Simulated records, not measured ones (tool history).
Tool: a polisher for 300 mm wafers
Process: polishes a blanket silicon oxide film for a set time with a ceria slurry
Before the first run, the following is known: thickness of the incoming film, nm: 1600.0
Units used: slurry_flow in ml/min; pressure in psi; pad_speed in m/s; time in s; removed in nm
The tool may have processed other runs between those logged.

Run 1, hour 0.0: slurry_flow 155 ml/min, pressure 3.5 psi, pad_speed 1.18 m/s, time 41 s. Result: removed 249.83 nm.
Run 2, hour 5.7: slurry_flow 155 ml/min, pressure 3.1 psi, pad_speed 1.18 m/s, time 41 s. Result: removed 222.62 nm.
Run 3, hour 13.9: slurry_flow 155 ml/min, pressure 3.7 psi, pad_speed 1.18 m/s, time 41 s. Result: removed 263.04 nm.
Run 4, hour 15.2: slurry_flow 155 ml/min, pressure 3.8 psi, pad_speed 1.18 m/s, time 41 s. Result: removed 271.77 nm.
Run 5, hour 21.4: slurry_flow 155 ml/min, pressure 3.8 psi, pad_speed 0.88 m/s, time 41 s. Result: removed 221.45 nm.
Run 6, hour 29.6: slurry_flow 155 ml/min, pressure 3.9 psi, pad_speed 0.88 m/s, time 41 s. Result: removed 227.26 nm.
Run 7, hour 33.9: slurry_flow 155 ml/min, pressure 4.0 psi, pad_speed 0.88 m/s, time 41 s. Result: removed 233.25 nm.
Run 8, hour 34.8: slurry_flow 155 ml/min, pressure 4.1 psi, pad_speed 0.88 m/s, time 41 s. Result: removed 242.29 nm.

Run 9 is up next; what results do you expect?
Run 9, hour 38.7: slurry_flow 155 ml/min, pressure 4.2 psi, pad_speed 0.88 m/s, time 41 s. Result: removed ?.

Run 9 yielded removed 246.40 nm.
